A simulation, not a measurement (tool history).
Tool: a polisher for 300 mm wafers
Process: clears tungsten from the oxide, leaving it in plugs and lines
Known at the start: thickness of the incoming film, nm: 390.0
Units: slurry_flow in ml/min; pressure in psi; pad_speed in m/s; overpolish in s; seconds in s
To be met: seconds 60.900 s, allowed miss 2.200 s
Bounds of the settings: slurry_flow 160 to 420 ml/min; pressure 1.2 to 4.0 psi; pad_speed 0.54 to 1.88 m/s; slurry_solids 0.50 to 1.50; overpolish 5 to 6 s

{"run": 1, "hour": 0.0, "slurry_flow": 270, "pressure": 2.6, "pad_speed": 1.2, "slurry_solids": 1.0, "overpolish": 6, "seconds": 115.1}
{"run": 2, "hour": 1.9, "slurry_flow": 270, "pressure": 2.6, "pad_speed": 1.2, "slurry_solids": 1.0, "overpolish": 5, "seconds": 111.92}
{"run": 3, "hour": 8.2, "slurry_flow": 270, "pressure": 3.1, "pad_speed": 1.2, "slurry_solids": 1.0, "overpolish": 5, "seconds": 95.446}
{"run": 4, "hour": 13.1, "slurry_flow": 270, "pressure": 3.1, "pad_speed": 1.46, "slurry_solids": 1.0, "overpolish": 5, "seconds": 79.128}
{"run": 5, "hour": 17.1, "slurry_flow": 270, "pressure": 3.1, "pad_speed": 1.46, "slurry_solids": 1.15, "overpolish": 5, "seconds": 76.869}
{"run": 6, "hour": 19.0, "slurry_flow": 270, "pressure": 3.3, "pad_speed": 1.46, "slurry_solids": 1.15, "overpolish": 5, "seconds": 70.675}
{"run": 7, "hour": 19.7, "slurry_flow": 270, "pressure": 3.4, "pad_speed": 1.46, "slurry_solids": 1.15, "overpolish": 5, "seconds": 69.28}
{"run": 8, "hour": 24.7, "slurry_flow": 270, "pressure": 3.5, "pad_speed": 1.46, "slurry_solids": 1.15, "overpolish": 5, "seconds": 67.361}
{"run": 9, "hour": 28.8, "slurry_flow": 270, "pressure": 3.6, "pad_speed": 1.46, "slurry_solids": 1.15, "overpolish": 5, "seconds": 64.395}
{"run": 10, "hour": 36.4, "slurry_flow": 270, "pressure": 3.7, "pad_speed": 1.46, "slurry_solids": 1.15, "overpolish": 5, "seconds": 64.627}

4 next moves are on the table. One of them brings every result within its allowed miss. Which?
{"run": "A", "hour": 44.0, "slurry_flow": 255, "pressure": 4.0, "pad_speed": 1.3, "slurry_solids": 1.05, "overpolish": 5, "seconds": "?"}
{"run": "B", "hour": 44.0, "slurry_flow": 290, "pressure": 3.6, "pad_speed": 1.48, "slurry_solids": 1.45, "overpolish": 5, "seconds": "?"}
{"run": "C", "hour": 44.0, "slurry_flow": 270, "pressure": 3.7, "pad_speed": 1.48, "slurry_solids": 0.95, "overpolish": 6, "seconds": "?"}
{"run": "D", "hour": 44.0, "slurry_flow": 245, "pressure": 3.8, "pad_speed": 1.32, "slurry_solids": 1.3, "overpolish": 6, "seconds": "?"}

move=A seconds=67.966
move=B seconds=60.677
move=C seconds=65.717
move=D seconds=67.084
A: further off than the last run
B: meets every target
C: further off than the last run
D: further off than the last run
Move B is the one to make.
